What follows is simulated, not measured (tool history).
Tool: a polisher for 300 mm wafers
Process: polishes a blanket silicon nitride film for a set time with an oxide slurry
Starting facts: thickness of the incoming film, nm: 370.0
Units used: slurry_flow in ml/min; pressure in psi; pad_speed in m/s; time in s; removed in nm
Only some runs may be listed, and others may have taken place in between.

Run 1, day 0.000: slurry_flow 235 ml/min, pressure 3.8 psi, pad_speed 1.38 m/s, slurry_solids 1.00, time 65 s. Result: removed 54.193 nm.
Run 2, day 0.071: slurry_flow 235 ml/min, pressure 3.8 psi, pad_speed 1.38 m/s, slurry_solids 1.00, time 69 s. Result: removed 59.232 nm.
Run 3, day 0.162: slurry_flow 260 ml/min, pressure 3.8 psi, pad_speed 1.38 m/s, slurry_solids 1.00, time 69 s. Result: removed 58.017 nm.
Run 4, day 0.529: slurry_flow 260 ml/min, pressure 3.8 psi, pad_speed 1.38 m/s, slurry_solids 0.85, time 69 s. Result: removed 56.951 nm.
Run 5, day 0.558: slurry_flow 230 ml/min, pressure 3.8 psi, pad_speed 1.38 m/s, slurry_solids 0.85, time 69 s. Result: removed 54.665 nm.
Run 6, day 0.796: slurry_flow 230 ml/min, pressure 3.8 psi, pad_speed 1.38 m/s, slurry_solids 0.85, time 69 s. Result: removed 55.323 nm.

Run 7 is up next; what results do you expect?
Run 7, day 1.146: slurry_flow 230 ml/min, pressure 4.1 psi, pad_speed 1.40 m/s, slurry_solids 0.85, time 69 s. Result: removed ?.

{"run 7": {"removed": 60.756}}

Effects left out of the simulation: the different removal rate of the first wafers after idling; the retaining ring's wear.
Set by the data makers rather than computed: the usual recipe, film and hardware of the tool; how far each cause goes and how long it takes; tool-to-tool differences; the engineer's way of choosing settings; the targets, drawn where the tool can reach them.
